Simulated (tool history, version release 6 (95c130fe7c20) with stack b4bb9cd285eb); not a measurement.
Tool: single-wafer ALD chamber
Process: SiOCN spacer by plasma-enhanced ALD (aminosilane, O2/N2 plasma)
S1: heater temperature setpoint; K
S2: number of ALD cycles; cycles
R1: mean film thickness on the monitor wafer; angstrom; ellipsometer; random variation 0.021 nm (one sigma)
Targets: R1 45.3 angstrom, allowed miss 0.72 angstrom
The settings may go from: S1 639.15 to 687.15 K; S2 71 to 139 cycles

run 1 day=0 | S1=663.15 S2=105 | R1=62.273
run 2 day=0.308 | S1=663.15 S2=101 | R1=59.023
run 3 day=0.421 | S1=663.15 S2=98 | R1=57.403
run 4 day=0.538 | S1=663.15 S2=95 | R1=55.503
run 5 day=0.562 | S1=658.15 S2=95 | R1=56.114
run 6 day=0.796 | S1=658.15 S2=104 | R1=61.606
run 7 day=0.875 | S1=658.15 S2=100 | R1=58.391
run 8 day=1.142 | S1=658.15 S2=83 | R1=48.99
run 9 day=1.262 | S1=658.15 S2=82 | R1=48.397

5 next moves are on the table. One of them brings every result within its allowed miss. Which?
run A day=1.383 | S1=658.15 S2=77 | R1=?
run B day=1.383 | S1=659.15 S2=74 | R1=?
run C day=1.383 | S1=653.15 S2=86 | R1=?
run D day=1.383 | S1=655.15 S2=87 | R1=?
run E day=1.383 | S1=664.15 S2=88 | R1=?

move=A R1=45.681
move=B R1=43.901
move=C R1=51.02
move=D R1=51.613
move=E R1=52.206
A: meets every target
B: takes the result that was furthest off past its target
C: further off than the last run
D: further off than the last run
E: further off than the last run
Answer: A

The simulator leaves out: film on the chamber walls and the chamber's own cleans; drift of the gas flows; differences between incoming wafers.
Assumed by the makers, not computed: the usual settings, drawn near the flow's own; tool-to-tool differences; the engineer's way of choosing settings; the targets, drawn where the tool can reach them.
